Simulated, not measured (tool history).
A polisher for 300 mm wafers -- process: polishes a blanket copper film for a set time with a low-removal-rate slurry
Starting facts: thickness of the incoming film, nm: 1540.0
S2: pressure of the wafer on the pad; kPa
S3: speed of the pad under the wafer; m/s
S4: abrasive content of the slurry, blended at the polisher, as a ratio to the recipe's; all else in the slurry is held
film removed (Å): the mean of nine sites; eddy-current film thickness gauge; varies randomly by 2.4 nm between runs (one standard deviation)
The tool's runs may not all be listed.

{"run": 1, "hour": 0.0, "flow of slurry (ml/min)": 195, "S2": 22.1, "S3": 1.32, "S4": 1.0, "polishing time (s)": 40, "film removed (Å)": 1925.9}
{"run": 2, "hour": 2.4, "flow of slurry (ml/min)": 195, "S2": 21.4, "S3": 1.32, "S4": 1.0, "polishing time (s)": 40, "film removed (Å)": 1921.3}
{"run": 3, "hour": 5.2, "flow of slurry (ml/min)": 240, "S2": 21.4, "S3": 1.32, "S4": 1.0, "polishing time (s)": 40, "film removed (Å)": 1981.7}
{"run": 4, "hour": 12.4, "flow of slurry (ml/min)": 240, "S2": 20.7, "S3": 1.32, "S4": 1.0, "polishing time (s)": 40, "film removed (Å)": 1933.2}
{"run": 5, "hour": 20.0, "flow of slurry (ml/min)": 240, "S2": 20.0, "S3": 1.32, "S4": 1.0, "polishing time (s)": 40, "film removed (Å)": 1862.2}
{"run": 6, "hour": 27.2, "flow of slurry (ml/min)": 240, "S2": 19.3, "S3": 1.32, "S4": 1.0, "polishing time (s)": 40, "film removed (Å)": 1877.2}

Predict the results of run 7:
{"run": 7, "hour": 27.7, "flow of slurry (ml/min)": 240, "S2": 18.6, "S3": 1.32, "S4": 1.0, "polishing time (s)": 40, "film removed (Å)": "?"}

{"run 7": {"film removed (Å)": 1806.1}}
